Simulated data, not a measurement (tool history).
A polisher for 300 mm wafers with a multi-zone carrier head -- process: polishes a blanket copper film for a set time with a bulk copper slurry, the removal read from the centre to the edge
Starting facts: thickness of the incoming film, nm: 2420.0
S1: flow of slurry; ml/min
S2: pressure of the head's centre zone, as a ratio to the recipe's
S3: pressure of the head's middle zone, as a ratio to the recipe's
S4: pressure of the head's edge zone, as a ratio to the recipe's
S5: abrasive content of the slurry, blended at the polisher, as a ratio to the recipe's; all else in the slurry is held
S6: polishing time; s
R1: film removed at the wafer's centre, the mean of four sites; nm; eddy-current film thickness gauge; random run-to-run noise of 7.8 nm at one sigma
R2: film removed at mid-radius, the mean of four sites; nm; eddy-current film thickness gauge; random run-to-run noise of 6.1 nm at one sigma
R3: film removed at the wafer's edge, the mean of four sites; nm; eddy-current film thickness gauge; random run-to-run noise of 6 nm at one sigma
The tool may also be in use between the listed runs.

run,day,S1,S2,S3,S4,S5,S6,R1,R2,R3
1,0,130,1,1,1,1,57,442.48,436.33,453.5
2,0.238,130,1,1,1,1.1,57,458.77,442.76,465.7
3,0.467,130,1,1.07,1,1.1,57,463.17,471.87,468.62
4,0.517,130,1,1.07,1,0.95,57,444.37,454.79,437.97
5,0.854,130,1,1.15,1,0.95,57,441.69,481.78,439.11
6,0.967,130,1,1.15,1,0.95,49,379.23,406.27,379.41
7,1.004,135,1.01,1.15,1,1,50,408.17,434.84,399.86
8,1.296,140,1.02,1.15,1.01,1.05,51,413.57,447.67,415.56
9,1.533,145,1.04,1.15,1.01,1.1,52,445.74,465.79,424.64
10,1.6,150,1.05,1.15,1.02,1.15,53,471.48,475.54,444.39

Estimate the outcome of run 11 from the log above:
11,1.65,155,1.05,1.15,1.02,1.2,54,?,?,?

{"run 11": {"R1": 485.11, "R2": 508.87, "R3": 467.64}}
